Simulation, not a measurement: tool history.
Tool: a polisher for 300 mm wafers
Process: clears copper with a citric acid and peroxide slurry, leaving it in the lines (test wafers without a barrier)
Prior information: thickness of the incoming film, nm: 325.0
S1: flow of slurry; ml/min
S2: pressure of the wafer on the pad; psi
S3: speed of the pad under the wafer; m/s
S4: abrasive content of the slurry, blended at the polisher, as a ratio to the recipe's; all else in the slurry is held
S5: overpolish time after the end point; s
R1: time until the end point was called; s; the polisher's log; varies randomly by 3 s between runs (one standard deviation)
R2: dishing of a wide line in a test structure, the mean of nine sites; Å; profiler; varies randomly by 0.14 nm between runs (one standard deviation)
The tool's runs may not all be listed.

run,hour,S1,S2,S3,S4,S5,R1,R2
1,0,300,2.8,1.12,1,9,131.49,159.65
2,3.9,350,2.8,1.12,1,9,130.25,169.09
3,5.9,335,2.6,1.12,1,9,142.08,152.25
4,13.8,325,2.5,1.12,1,9,147.05,149.58
5,22.2,325,2.5,1.12,1.2,9,139.16,160.17
6,23,325,2.5,1.12,1.2,13,137.8,217.12
7,29.3,325,2.4,1.12,1.2,12,146.71,195.12
8,30.9,325,2.3,1.12,1.2,11,155.79,176.07
9,36.4,325,2.3,1.1,1.15,10,152.46,152.86

Forecast run 10:
10,40,320,2.2,1.1,1.15,10,?,?

{"run 10": {"R1": 161.8, "R2": 146.27}}
